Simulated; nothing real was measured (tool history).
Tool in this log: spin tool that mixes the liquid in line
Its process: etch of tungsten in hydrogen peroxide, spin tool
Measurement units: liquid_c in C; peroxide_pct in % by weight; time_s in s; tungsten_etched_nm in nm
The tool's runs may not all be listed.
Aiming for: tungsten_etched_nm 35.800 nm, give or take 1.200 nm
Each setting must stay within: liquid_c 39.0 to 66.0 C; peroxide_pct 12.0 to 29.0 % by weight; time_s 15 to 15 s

run 1 day=0.000 | liquid_c=55.0 peroxide_pct=19.5 time_s=15 | tungsten_etched_nm=50.477
run 2 day=0.071 | liquid_c=53.5 peroxide_pct=19.5 time_s=15 | tungsten_etched_nm=46.458
run 3 day=0.396 | liquid_c=53.5 peroxide_pct=19.5 time_s=15 | tungsten_etched_nm=46.574
run 4 day=0.633 | liquid_c=52.0 peroxide_pct=19.5 time_s=15 | tungsten_etched_nm=42.062
run 5 day=0.917 | liquid_c=55.0 peroxide_pct=19.5 time_s=15 | tungsten_etched_nm=50.343
run 6 day=1.267 | liquid_c=55.0 peroxide_pct=19.5 time_s=15 | tungsten_etched_nm=50.897
run 7 day=1.342 | liquid_c=53.5 peroxide_pct=19.5 time_s=15 | tungsten_etched_nm=46.324
run 8 day=1.425 | liquid_c=52.0 peroxide_pct=19.5 time_s=15 | tungsten_etched_nm=42.689
run 9 day=1.700 | liquid_c=51.0 peroxide_pct=19.5 time_s=15 | tungsten_etched_nm=39.802
-- day=2.017 heated supply line repaired
run 10 day=2.017 | liquid_c=50.5 peroxide_pct=19.5 time_s=15 | tungsten_etched_nm=44.202
run 11 day=2.254 | liquid_c=48.0 peroxide_pct=19.5 time_s=15 | tungsten_etched_nm=37.336

5 next moves are on the table. One of them brings every result within its allowed miss. Which?
run A day=2.492 | liquid_c=49.0 peroxide_pct=19.5 time_s=15 | tungsten_etched_nm=?
run B day=2.492 | liquid_c=48.0 peroxide_pct=20.0 time_s=15 | tungsten_etched_nm=?
run C day=2.492 | liquid_c=49.5 peroxide_pct=20.0 time_s=15 | tungsten_etched_nm=?
run D day=2.492 | liquid_c=47.5 peroxide_pct=21.5 time_s=15 | tungsten_etched_nm=?
run E day=2.492 | liquid_c=47.5 peroxide_pct=19.0 time_s=15 | tungsten_etched_nm=?

move=A tungsten_etched_nm=40.175
move=B tungsten_etched_nm=38.253
move=C tungsten_etched_nm=41.956
move=D tungsten_etched_nm=38.451
move=E tungsten_etched_nm=36.147
A: moves away from the targets compared with the last run
B: moves away from the targets compared with the last run
C: moves away from the targets compared with the last run
D: moves away from the targets compared with the last run
E: all results land within tolerance of their targets
Move E is the one to make.
